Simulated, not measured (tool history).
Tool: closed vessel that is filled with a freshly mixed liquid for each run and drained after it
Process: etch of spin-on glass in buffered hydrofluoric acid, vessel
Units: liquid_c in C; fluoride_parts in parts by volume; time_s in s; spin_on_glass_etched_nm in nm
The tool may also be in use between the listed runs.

| run | day | liquid_c | fluoride_parts | time_s | spin_on_glass_etched_nm |
|---|---|---|---|---|---|
| 1 | 0 | 22 | 13 | 100 | 183.8 |
| 2 | 0.238 | 22 | 14.5 | 100 | 164.44 |
| 3 | 0.621 | 22 | 16 | 100 | 147.9 |
| 4 | 0.821 | 22 | 16 | 100 | 147.63 |
| 5 | 0.862 | 19.5 | 16 | 100 | 130.53 |
| 6 | 0.971 | 19.5 | 16 | 105 | 134.76 |
| 7 | 1.192 | 21.5 | 16 | 105 | 148.77 |
| 8 | 1.508 | 21.5 | 16 | 105 | 152.65 |
| 9 | 1.696 | 23.5 | 16 | 105 | 168.36 |
| 10 | 1.967 | 25 | 16 | 105 | 186.08 |
| 11 | 2.058 | 26 | 16 | 105 | 191.29 |

Run 12 comes next. What will it give?
| 12 | 2.225 | 26.5 | 16 | 105 | ? |

spin_on_glass_etched_nm: 199.56 nm
